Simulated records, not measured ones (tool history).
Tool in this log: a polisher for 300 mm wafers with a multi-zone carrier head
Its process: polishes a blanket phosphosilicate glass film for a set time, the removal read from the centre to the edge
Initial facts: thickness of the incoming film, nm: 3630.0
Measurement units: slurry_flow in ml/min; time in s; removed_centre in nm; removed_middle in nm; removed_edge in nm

run	hour	slurry_flow	centre_zone	middle_zone	edge_zone	slurry_solids	time	removed_centre	removed_middle	removed_edge
1	0	175	1	1	1	1	82	307.49	337.26	328.86
2	6.3	175	1.01	1	0.98	0.95	82	305.72	326.52	319.47
3	14.3	175	0.95	1	0.98	0.95	82	287.69	326.58	317.89
4	21.5	175	0.95	1	0.98	0.95	66	230.81	261.86	248.34
5	28.9	185	0.96	1	0.97	0.95	66	236.76	264.81	253.02
6	36.8	195	0.97	1.01	0.95	0.95	66	241.91	266.4	253.14
7	45.2	200	0.98	1.02	0.94	0.95	66	249.51	272.75	256.98

Expected results for the next run?
8	51.9	205	0.99	1.03	0.93	0.95	66	?	?	?

removed_centre: 247.08 nm
removed_middle: 274.93 nm
removed_edge: 252.52 nm

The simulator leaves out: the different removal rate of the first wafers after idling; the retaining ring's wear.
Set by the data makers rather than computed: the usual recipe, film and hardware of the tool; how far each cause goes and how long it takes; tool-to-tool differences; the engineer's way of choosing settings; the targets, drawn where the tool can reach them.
